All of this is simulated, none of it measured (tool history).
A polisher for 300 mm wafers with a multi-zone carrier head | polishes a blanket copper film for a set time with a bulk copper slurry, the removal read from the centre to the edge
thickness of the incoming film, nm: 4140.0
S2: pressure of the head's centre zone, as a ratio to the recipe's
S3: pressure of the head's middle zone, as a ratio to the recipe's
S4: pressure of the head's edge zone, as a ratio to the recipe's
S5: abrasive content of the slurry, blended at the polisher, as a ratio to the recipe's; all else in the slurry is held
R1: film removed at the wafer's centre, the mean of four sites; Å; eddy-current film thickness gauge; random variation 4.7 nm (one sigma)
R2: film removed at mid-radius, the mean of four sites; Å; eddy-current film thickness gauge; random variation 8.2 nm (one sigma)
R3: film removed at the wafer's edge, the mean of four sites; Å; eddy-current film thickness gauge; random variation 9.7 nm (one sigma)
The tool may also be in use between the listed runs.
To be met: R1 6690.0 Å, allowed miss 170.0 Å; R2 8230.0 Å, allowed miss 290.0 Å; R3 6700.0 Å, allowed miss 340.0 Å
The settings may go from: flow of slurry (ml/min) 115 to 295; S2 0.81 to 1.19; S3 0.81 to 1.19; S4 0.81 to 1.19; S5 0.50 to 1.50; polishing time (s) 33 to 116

{"run": 1, "hour": 0.0, "flow of slurry (ml/min)": 190, "S2": 1.0, "S3": 1.0, "S4": 1.0, "S5": 1.0, "polishing time (s)": 74, "R1": 8683.9, "R2": 8966.6, "R3": 8611.4}
{"run": 2, "hour": 6.8, "flow of slurry (ml/min)": 190, "S2": 1.0, "S3": 1.0, "S4": 1.0, "S5": 1.0, "polishing time (s)": 60, "R1": 7067.6, "R2": 7097.3, "R3": 6803.5}
{"run": 3, "hour": 14.9, "flow of slurry (ml/min)": 190, "S2": 0.93, "S3": 1.0, "S4": 1.0, "S5": 1.0, "polishing time (s)": 60, "R1": 6624.5, "R2": 7134.4, "R3": 6963.2}
{"run": 4, "hour": 18.8, "flow of slurry (ml/min)": 190, "S2": 0.93, "S3": 0.93, "S4": 1.0, "S5": 1.0, "polishing time (s)": 60, "R1": 6600.0, "R2": 6737.7, "R3": 6996.0}
{"run": 5, "hour": 22.9, "flow of slurry (ml/min)": 195, "S2": 0.93, "S3": 0.96, "S4": 0.99, "S5": 1.0, "polishing time (s)": 60, "R1": 6550.6, "R2": 6961.8, "R3": 6818.1}
{"run": 6, "hour": 26.1, "flow of slurry (ml/min)": 215, "S2": 0.93, "S3": 0.96, "S4": 0.99, "S5": 1.0, "polishing time (s)": 60, "R1": 6649.1, "R2": 6937.4, "R3": 6991.1}
{"run": 7, "hour": 29.0, "flow of slurry (ml/min)": 215, "S2": 0.93, "S3": 0.99, "S4": 0.98, "S5": 1.0, "polishing time (s)": 60, "R1": 6737.2, "R2": 7166.4, "R3": 6902.8}
{"run": 8, "hour": 35.2, "flow of slurry (ml/min)": 215, "S2": 0.92, "S3": 1.02, "S4": 0.97, "S5": 1.0, "polishing time (s)": 60, "R1": 6609.8, "R2": 7327.4, "R3": 6936.2}
{"run": 9, "hour": 43.9, "flow of slurry (ml/min)": 215, "S2": 0.92, "S3": 1.04, "S4": 0.96, "S5": 1.0, "polishing time (s)": 60, "R1": 6655.6, "R2": 7573.8, "R3": 6651.4}
{"run": 10, "hour": 44.8, "flow of slurry (ml/min)": 215, "S2": 0.92, "S3": 1.05, "S4": 0.96, "S5": 1.0, "polishing time (s)": 60, "R1": 6595.3, "R2": 7544.2, "R3": 6831.7}

Which of these 4 next moves meets every target?
{"run": "A", "hour": 45.7, "flow of slurry (ml/min)": 230, "S2": 0.85, "S3": 1.13, "S4": 0.9, "S5": 1.05, "polishing time (s)": 61, "R1": "?", "R2": "?", "R3": "?"}
{"run": "B", "hour": 45.7, "flow of slurry (ml/min)": 205, "S2": 1.01, "S3": 1.06, "S4": 0.96, "S5": 1.15, "polishing time (s)": 56, "R1": "?", "R2": "?", "R3": "?"}
{"run": "C", "hour": 45.7, "flow of slurry (ml/min)": 220, "S2": 0.88, "S3": 1.1, "S4": 0.82, "S5": 1.1, "polishing time (s)": 62, "R1": "?", "R2": "?", "R3": "?"}
{"run": "D", "hour": 45.7, "flow of slurry (ml/min)": 240, "S2": 0.9, "S3": 1.07, "S4": 0.92, "S5": 1.05, "polishing time (s)": 58, "R1": "?", "R2": "?", "R3": "?"}

move=A R1=6344.2 R2=8135.9 R3=6747.4
move=B R1=6972.6 R2=7143.8 R3=6458.4
move=C R1=6709.8 R2=8135.6 R3=6623.3
move=D R1=6416.7 R2=7430.9 R3=6505.3
A: brings the result that was furthest off to its target, and leaves another outside
B: further off than the last run
C: meets every target
D: further off than the last run
Move C is the one to make.

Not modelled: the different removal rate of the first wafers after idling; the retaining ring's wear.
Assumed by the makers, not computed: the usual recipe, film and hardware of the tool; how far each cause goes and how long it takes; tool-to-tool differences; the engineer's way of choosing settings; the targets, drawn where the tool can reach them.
